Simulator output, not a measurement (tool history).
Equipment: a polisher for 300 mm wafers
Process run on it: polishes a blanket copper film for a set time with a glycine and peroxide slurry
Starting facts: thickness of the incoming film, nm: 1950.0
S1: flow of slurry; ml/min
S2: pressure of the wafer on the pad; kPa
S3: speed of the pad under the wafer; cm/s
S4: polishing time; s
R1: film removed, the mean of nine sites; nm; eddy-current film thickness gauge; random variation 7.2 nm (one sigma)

{"run": 1, "hour": 0.0, "S1": 295, "S2": 17.9, "S3": 126, "S4": 56, "R1": 302.46}
{"run": 2, "hour": 1.6, "S1": 295, "S2": 20.7, "S3": 132, "S4": 56, "R1": 347.49}
{"run": 3, "hour": 7.7, "S1": 330, "S2": 20.7, "S3": 132, "S4": 56, "R1": 355.5}
{"run": 4, "hour": 9.9, "S1": 330, "S2": 22.8, "S3": 132, "S4": 56, "R1": 382.46}
{"run": 5, "hour": 13.8, "S1": 330, "S2": 24.1, "S3": 138, "S4": 56, "R1": 427.26}
{"run": 6, "hour": 19.2, "S1": 330, "S2": 24.8, "S3": 142, "S4": 56, "R1": 437.21}
{"run": 7, "hour": 27.9, "S1": 330, "S2": 25.5, "S3": 146, "S4": 56, "R1": 459.91}

Expected results for the next run?
{"run": 8, "hour": 29.7, "S1": 330, "S2": 26.2, "S3": 148, "S4": 56, "R1": "?"}

Run 8 came out at R1 472.84 nm.

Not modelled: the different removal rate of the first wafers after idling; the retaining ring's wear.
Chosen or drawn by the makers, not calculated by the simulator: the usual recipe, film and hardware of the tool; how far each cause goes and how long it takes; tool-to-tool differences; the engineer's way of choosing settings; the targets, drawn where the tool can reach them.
